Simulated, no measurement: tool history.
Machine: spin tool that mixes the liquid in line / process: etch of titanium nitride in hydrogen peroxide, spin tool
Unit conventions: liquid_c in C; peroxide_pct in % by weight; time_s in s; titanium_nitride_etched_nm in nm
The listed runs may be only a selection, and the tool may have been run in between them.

run 1 hour=0.0 | liquid_c=44.0 peroxide_pct=22 time_s=320 | titanium_nitride_etched_nm=4.9477
run 2 hour=5.5 | liquid_c=42.0 peroxide_pct=22 time_s=320 | titanium_nitride_etched_nm=4.2791
run 3 hour=8.0 | liquid_c=42.0 peroxide_pct=20 time_s=320 | titanium_nitride_etched_nm=4.1159
run 4 hour=11.5 | liquid_c=41.0 peroxide_pct=20 time_s=320 | titanium_nitride_etched_nm=3.8686
run 5 hour=18.6 | liquid_c=47.0 peroxide_pct=20 time_s=320 | titanium_nitride_etched_nm=6.1643
run 6 hour=21.1 | liquid_c=44.5 peroxide_pct=20 time_s=320 | titanium_nitride_etched_nm=5.0508
run 7 hour=22.7 | liquid_c=42.5 peroxide_pct=20 time_s=320 | titanium_nitride_etched_nm=4.2585
run 8 hour=28.5 | liquid_c=41.5 peroxide_pct=20 time_s=320 | titanium_nitride_etched_nm=4.0050
run 9 hour=36.0 | liquid_c=40.5 peroxide_pct=20 time_s=320 | titanium_nitride_etched_nm=3.7421
run 10 hour=40.4 | liquid_c=39.5 peroxide_pct=20 time_s=320 | titanium_nitride_etched_nm=3.3528
run 11 hour=43.0 | liquid_c=39.0 peroxide_pct=20 time_s=320 | titanium_nitride_etched_nm=3.2297

Run 12 has not been measured yet. What should we expect?
run 12 hour=48.5 | liquid_c=38.5 peroxide_pct=20 time_s=320 | titanium_nitride_etched_nm=?

Logged for run 12: titanium_nitride_etched_nm 3.1691 nm.
